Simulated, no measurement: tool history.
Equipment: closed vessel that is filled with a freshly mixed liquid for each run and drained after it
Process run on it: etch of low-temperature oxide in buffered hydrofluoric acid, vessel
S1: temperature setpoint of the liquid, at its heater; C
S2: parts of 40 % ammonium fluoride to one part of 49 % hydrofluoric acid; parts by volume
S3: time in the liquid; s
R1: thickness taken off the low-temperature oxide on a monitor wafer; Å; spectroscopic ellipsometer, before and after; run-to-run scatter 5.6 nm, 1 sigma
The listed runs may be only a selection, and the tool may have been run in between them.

run 1 hour=0 | S1=24 S2=11 S3=105 | R1=3060.6
run 2 hour=0.7 | S1=24 S2=11 S3=105 | R1=3073.6
run 3 hour=7.5 | S1=26 S2=10.5 S3=105 | R1=3585.3
run 4 hour=14 | S1=22.5 S2=10.5 S3=105 | R1=2974.5
run 5 hour=16.2 | S1=20 S2=10.5 S3=105 | R1=2601.4
run 6 hour=22 | S1=23 S2=10 S3=105 | R1=3185.8
run 7 hour=22.6 | S1=25 S2=9.5 S3=105 | R1=3743.4

Run 8 has not been measured yet. What should we expect?
run 8 hour=27.2 | S1=29 S2=9 S3=105 | R1=?

{"run 8": {"R1": 4739.6}}
